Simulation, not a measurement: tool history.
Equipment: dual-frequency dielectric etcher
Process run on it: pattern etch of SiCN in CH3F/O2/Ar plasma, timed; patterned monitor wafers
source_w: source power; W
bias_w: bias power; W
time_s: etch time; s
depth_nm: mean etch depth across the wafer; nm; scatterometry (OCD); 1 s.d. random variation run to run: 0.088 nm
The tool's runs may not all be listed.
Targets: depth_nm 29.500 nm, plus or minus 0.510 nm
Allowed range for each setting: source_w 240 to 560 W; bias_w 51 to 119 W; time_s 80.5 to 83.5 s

run  hour  source_w  bias_w  time_s  depth_nm
  1   0.0       400      85    80.5    34.149
  2   7.0       400      85    83.5    35.392
  3  11.5       400      76    83.5    33.941
  4  19.2       360      75    83.5    32.625
  5  26.4       400      75    83.5    33.774
  6  30.9       360      74    83.5    32.355
  7  35.5       330      73    83.5    31.243
  8  39.1       310      73    83.5    30.419
  9  42.1       300      73    83.5    30.173

Exercise: of the 4 proposed moves below, exactly one satisfies all targets within the stated allowed misses. Which move is it?
  A  45.1       330      67    82.0         ?
  B  45.1       270      72    81.5         ?
  C  45.1       270      74    80.5         ?
  D  45.1       270      70    83.0         ?

move  depth_nm
   A    29.632
   B    28.267
   C    28.226
   D    28.468
A: hits every target within its allowed miss
B: takes the biggest miss from the last run beyond its target
C: takes the biggest miss from the last run beyond its target
D: takes the biggest miss from the last run beyond its target
Go with A: it meets all targets.
